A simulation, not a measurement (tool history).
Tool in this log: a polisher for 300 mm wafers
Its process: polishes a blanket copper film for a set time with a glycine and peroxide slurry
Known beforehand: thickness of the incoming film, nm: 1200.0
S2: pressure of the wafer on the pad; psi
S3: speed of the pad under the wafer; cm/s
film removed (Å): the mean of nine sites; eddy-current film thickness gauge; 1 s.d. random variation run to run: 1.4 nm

{"run": 1, "day": 0.0, "flow of slurry (ml/min)": 165, "S2": 2.9, "S3": 110, "polishing time (s)": 30, "film removed (Å)": 1963.8}
{"run": 2, "day": 0.342, "flow of slurry (ml/min)": 165, "S2": 2.4, "S3": 102, "polishing time (s)": 30, "film removed (Å)": 1577.4}
{"run": 3, "day": 0.371, "flow of slurry (ml/min)": 165, "S2": 2.1, "S3": 98, "polishing time (s)": 30, "film removed (Å)": 1361.8}
{"run": 4, "day": 0.442, "flow of slurry (ml/min)": 165, "S2": 2.1, "S3": 98, "polishing time (s)": 27, "film removed (Å)": 1238.3}
{"run": 5, "day": 0.575, "flow of slurry (ml/min)": 165, "S2": 2.1, "S3": 98, "polishing time (s)": 27, "film removed (Å)": 1273}
{"run": 6, "day": 0.65, "flow of slurry (ml/min)": 195, "S2": 2.1, "S3": 98, "polishing time (s)": 27, "film removed (Å)": 1278.9}

Estimate the outcome of run 7 from the log above:
{"run": 7, "day": 0.967, "flow of slurry (ml/min)": 195, "S2": 1.9, "S3": 98, "polishing time (s)": 27, "film removed (Å)": "?"}

Run 7 produced film removed (Å) 1156.3.
